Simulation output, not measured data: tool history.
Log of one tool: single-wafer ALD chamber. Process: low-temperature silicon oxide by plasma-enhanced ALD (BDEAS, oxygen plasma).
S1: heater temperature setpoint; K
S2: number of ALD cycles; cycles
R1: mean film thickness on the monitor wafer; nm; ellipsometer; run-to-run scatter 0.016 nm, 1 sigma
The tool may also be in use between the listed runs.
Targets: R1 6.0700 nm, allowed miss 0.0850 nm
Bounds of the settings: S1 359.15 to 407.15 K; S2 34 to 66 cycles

{"run": 1, "hour": 0.0, "S1": 383.15, "S2": 50, "R1": 6.6097}
{"run": 2, "hour": 7.7, "S1": 374.15, "S2": 50, "R1": 6.7216}
{"run": 3, "hour": 16.3, "S1": 378.15, "S2": 49, "R1": 6.5228}
{"run": 4, "hour": 20.7, "S1": 381.15, "S2": 48, "R1": 6.3558}
{"run": 5, "hour": 27.2, "S1": 381.15, "S2": 42, "R1": 5.581}
{"run": 6, "hour": 33.9, "S1": 371.15, "S2": 42, "R1": 5.7025}
{"run": 7, "hour": 41.3, "S1": 365.15, "S2": 45, "R1": 6.2097}
{"run": 8, "hour": 44.9, "S1": 367.15, "S2": 45, "R1": 6.1868}

Which one of the following 4 next-run settings gets every result inside its allowed miss? There is exactly one.
{"run": "A", "hour": 48.5, "S1": 360.15, "S2": 45, "R1": "?"}
{"run": "B", "hour": 48.5, "S1": 368.15, "S2": 46, "R1": "?"}
{"run": "C", "hour": 48.5, "S1": 372.15, "S2": 45, "R1": "?"}
{"run": "D", "hour": 48.5, "S1": 372.15, "S2": 46, "R1": "?"}

move=A R1=6.3430
move=B R1=6.2788
move=C R1=6.0693
move=D R1=6.2041
A: further off than the last run
B: further off than the last run
C: each result inside its tolerance
D: further off than the last run
C is the move that brings every result within its allowed miss.

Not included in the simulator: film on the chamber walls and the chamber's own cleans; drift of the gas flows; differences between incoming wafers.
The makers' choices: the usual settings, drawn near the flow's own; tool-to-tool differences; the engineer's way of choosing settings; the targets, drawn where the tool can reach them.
